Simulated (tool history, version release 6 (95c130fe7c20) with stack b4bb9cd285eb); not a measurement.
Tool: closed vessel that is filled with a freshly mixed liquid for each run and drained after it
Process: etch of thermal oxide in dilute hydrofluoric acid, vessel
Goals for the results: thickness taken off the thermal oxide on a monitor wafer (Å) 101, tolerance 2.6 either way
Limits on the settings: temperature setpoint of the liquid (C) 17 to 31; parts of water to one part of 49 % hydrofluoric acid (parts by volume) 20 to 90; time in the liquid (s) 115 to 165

| run | hour | temperature setpoint of the liquid (C) | parts of water to one part of 49 % hydrofluoric acid (parts by volume) | time in the liquid (s) | thickness taken off the thermal oxide on a monitor wafer (Å) |
|---|---|---|---|---|---|
| 1 | 0 | 23 | 50 | 165 | 171.17 |
| 2 | 8.5 | 22 | 50 | 165 | 163.58 |
| 3 | 14.7 | 21 | 50 | 165 | 158.1 |
| 4 | 16.9 | 20.5 | 50 | 165 | 152.63 |
| 5 | 23.6 | 19 | 50 | 165 | 144.16 |
| 6 | 25.7 | 18.5 | 50 | 165 | 140.29 |
| 7 | 29.6 | 17.5 | 55 | 165 | 121.94 |
| 8 | 30.5 | 17 | 60 | 165 | 110.1 |

Next run, 4 choices. One meets every target within its allowed miss, the rest don't. Which?
| A | 31.4 | 17 | 65 | 165 | ? |
| B | 31.4 | 19 | 60 | 150 | ? |
| C | 31.4 | 19 | 55 | 155 | ? |
| D | 31.4 | 17 | 55 | 165 | ? |

| move | thickness taken off the thermal oxide on a monitor wafer (Å) |
|---|---|
| A | 100.82 |
| B | 108.77 |
| C | 123.33 |
| D | 120.47 |
A: hits every target within its allowed miss
B: an improvement on the last run, though not all results are within tolerance
C: further off than the last run
D: further off than the last run
Go with A: it meets all targets.

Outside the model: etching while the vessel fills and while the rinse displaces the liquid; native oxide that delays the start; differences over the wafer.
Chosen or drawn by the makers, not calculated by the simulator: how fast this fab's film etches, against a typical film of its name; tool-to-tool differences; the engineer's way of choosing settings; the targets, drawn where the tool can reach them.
